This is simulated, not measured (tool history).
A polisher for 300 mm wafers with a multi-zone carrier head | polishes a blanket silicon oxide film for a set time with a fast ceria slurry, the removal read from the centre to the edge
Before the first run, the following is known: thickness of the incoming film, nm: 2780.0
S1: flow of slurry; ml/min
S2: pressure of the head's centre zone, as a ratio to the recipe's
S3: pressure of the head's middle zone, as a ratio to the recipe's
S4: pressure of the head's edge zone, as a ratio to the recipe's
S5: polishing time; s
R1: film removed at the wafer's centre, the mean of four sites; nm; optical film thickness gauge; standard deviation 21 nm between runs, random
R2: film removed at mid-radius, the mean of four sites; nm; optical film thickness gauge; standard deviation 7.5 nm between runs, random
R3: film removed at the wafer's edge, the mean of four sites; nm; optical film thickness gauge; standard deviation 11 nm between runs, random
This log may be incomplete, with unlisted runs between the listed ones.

run 1 day=0 | S1=285 S2=1 S3=1 S4=1 S5=74 | R1=1090.4 R2=1086.3 R3=1106
run 2 day=0.246 | S1=215 S2=1 S3=1 S4=1 S5=74 | R1=1068 R2=1037.2 R3=1080.1
run 3 day=0.517 | S1=215 S2=1 S3=0.96 S4=1 S5=74 | R1=1084.2 R2=1019.5 R3=1081.4
run 4 day=0.621 | S1=230 S2=1.04 S3=0.91 S4=1.06 S5=78 | R1=1161.4 R2=1021.9 R3=1166.7
run 5 day=0.7 | S1=240 S2=1.09 S3=0.88 S4=1.1 S5=82 | R1=1286.7 R2=1055.7 R3=1259.7
run 6 day=0.979 | S1=260 S2=1.12 S3=0.87 S4=1.13 S5=83 | R1=1340.7 R2=1069.2 R3=1302.2

Estimate the outcome of run 7 from the log above:
run 7 day=1.054 | S1=270 S2=1.14 S3=0.86 S4=1.15 S5=84 | R1=? R2=? R3=?

R1: 1383.1 nm
R2: 1066.7 nm
R3: 1328.5 nm
